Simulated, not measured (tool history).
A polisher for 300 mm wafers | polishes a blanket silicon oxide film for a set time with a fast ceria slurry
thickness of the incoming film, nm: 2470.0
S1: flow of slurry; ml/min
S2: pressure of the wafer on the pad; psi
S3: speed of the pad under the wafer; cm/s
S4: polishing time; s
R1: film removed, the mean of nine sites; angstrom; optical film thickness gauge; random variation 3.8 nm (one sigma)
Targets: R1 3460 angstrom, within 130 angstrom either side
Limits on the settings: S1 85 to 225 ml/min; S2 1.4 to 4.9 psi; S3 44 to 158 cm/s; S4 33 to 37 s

{"run": 1, "hour": 0.0, "S1": 145, "S2": 3.1, "S3": 100, "S4": 37, "R1": 5416.7}
{"run": 2, "hour": 7.4, "S1": 175, "S2": 3.1, "S3": 100, "S4": 37, "R1": 5523.6}
{"run": 3, "hour": 14.0, "S1": 175, "S2": 2.9, "S3": 100, "S4": 37, "R1": 5275.8}
{"run": 4, "hour": 15.0, "S1": 175, "S2": 2.7, "S3": 100, "S4": 37, "R1": 4865.3}
{"run": 5, "hour": 23.7, "S1": 190, "S2": 2.7, "S3": 100, "S4": 37, "R1": 4904.5}
{"run": 6, "hour": 32.6, "S1": 190, "S2": 2.7, "S3": 92, "S4": 37, "R1": 4641.6}
{"run": 7, "hour": 37.1, "S1": 190, "S2": 2.6, "S3": 92, "S4": 37, "R1": 4462.9}
{"run": 8, "hour": 40.8, "S1": 190, "S2": 2.5, "S3": 92, "S4": 37, "R1": 4364.2}
{"run": 9, "hour": 44.0, "S1": 190, "S2": 2.4, "S3": 92, "S4": 37, "R1": 4237.9}
{"run": 10, "hour": 49.9, "S1": 190, "S2": 2.3, "S3": 92, "S4": 37, "R1": 3973.5}
{"run": 11, "hour": 52.7, "S1": 185, "S2": 2.3, "S3": 92, "S4": 37, "R1": 3962.9}

Exactly one of the 5 candidate moves below puts every result within its allowed miss. Which one?
{"run": "A", "hour": 55.5, "S1": 145, "S2": 2.6, "S3": 100, "S4": 33, "R1": "?"}
{"run": "B", "hour": 55.5, "S1": 175, "S2": 2.2, "S3": 90, "S4": 34, "R1": "?"}
{"run": "C", "hour": 55.5, "S1": 225, "S2": 1.8, "S3": 144, "S4": 35, "R1": "?"}
{"run": "D", "hour": 55.5, "S1": 210, "S2": 2.4, "S3": 92, "S4": 37, "R1": "?"}
{"run": "E", "hour": 55.5, "S1": 220, "S2": 2.6, "S3": 78, "S4": 36, "R1": "?"}

move=A R1=3951.8
move=B R1=3331.8
move=C R1=4075.5
move=D R1=4099.1
move=E R1=3898.3
A: about the same distance from the targets as the last run
B: meets every target
C: lands further from the targets than the last run did
D: lands further from the targets than the last run did
E: nearer than the last run, and not there yet
Answer: B

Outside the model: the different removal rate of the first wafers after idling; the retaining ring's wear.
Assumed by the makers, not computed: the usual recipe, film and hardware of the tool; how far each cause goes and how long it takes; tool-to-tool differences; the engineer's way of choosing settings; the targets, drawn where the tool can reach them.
